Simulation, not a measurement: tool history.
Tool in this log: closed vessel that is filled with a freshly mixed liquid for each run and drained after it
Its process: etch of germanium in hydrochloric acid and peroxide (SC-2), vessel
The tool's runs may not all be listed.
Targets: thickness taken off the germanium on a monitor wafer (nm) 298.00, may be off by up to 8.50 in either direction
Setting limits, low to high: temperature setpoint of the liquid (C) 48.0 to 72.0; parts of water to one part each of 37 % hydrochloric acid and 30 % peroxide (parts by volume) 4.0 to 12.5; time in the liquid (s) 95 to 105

run  hour  temperature setpoint of the liquid (C)  parts of water to one part each of 37 % hydrochloric acid and 30 % peroxide (parts by volume)  time in the liquid (s)  thickness taken off the germanium on a monitor wafer (nm)
  1   0.0                                    64.0                                                                                            7.0                      95                                                     434.95
  2   6.0                                    64.0                                                                                            6.0                      95                                                     437.41
  3  10.1                                    64.0                                                                                            6.0                      95                                                     433.05
  4  14.7                                    60.5                                                                                            6.0                      95                                                     390.53
  5  17.8                                    60.5                                                                                            6.0                      95                                                     388.48
  6  18.8                                    60.5                                                                                            6.0                      95                                                     393.95
  7  21.5                                    59.0                                                                                            6.0                      95                                                     374.93
  8  28.6                                    58.0                                                                                            6.0                      95                                                     364.06
  9  35.6                                    58.0                                                                                            6.0                      95                                                     363.45
 10  39.1                                    57.0                                                                                            6.0                      95                                                     352.18
 11  40.3                                    56.5                                                                                            6.0                      95                                                     339.62
     49.0  -- chemicals flow meter replaced
 12  49.0                                    56.0                                                                                            6.0                      95                                                     343.08
 13  51.9                                    55.5                                                                                            6.0                      95                                                     338.97
 14  58.1                                    55.0                                                                                            6.0                      95                                                     335.63
 15  63.6                                    54.5                                                                                            6.0                      95                                                     333.39
 16  69.3                                    54.0                                                                                            6.0                      95                                                     323.11
 17  71.7                                    53.5                                                                                            6.0                      95                                                     317.86

Below are 5 possible settings for the next run. Only one of them brings all results inside the allowed miss of their targets. Which is it?
  A  74.1                                    52.5                                                                                            5.0                     100                                                          ?
  B  74.1                                    53.5                                                                                            4.0                      95                                                          ?
  C  74.1                                    52.5                                                                                            7.5                     100                                                          ?
  D  74.1                                    51.5                                                                                            5.0                      95                                                          ?
  E  74.1                                    54.0                                                                                            6.5                      95                                                          ?

move  thickness taken off the germanium on a monitor wafer (nm)
   A                                                     322.44
   B                                                     317.43
   C                                                     316.72
   D                                                     296.74
   E                                                     317.90
A: moves away from the targets compared with the last run
B: roughly where the last run was
C: closer than the last run, but not yet in spec
D: every result lands within tolerance
E: roughly where the last run was
The move that meets every target is D.
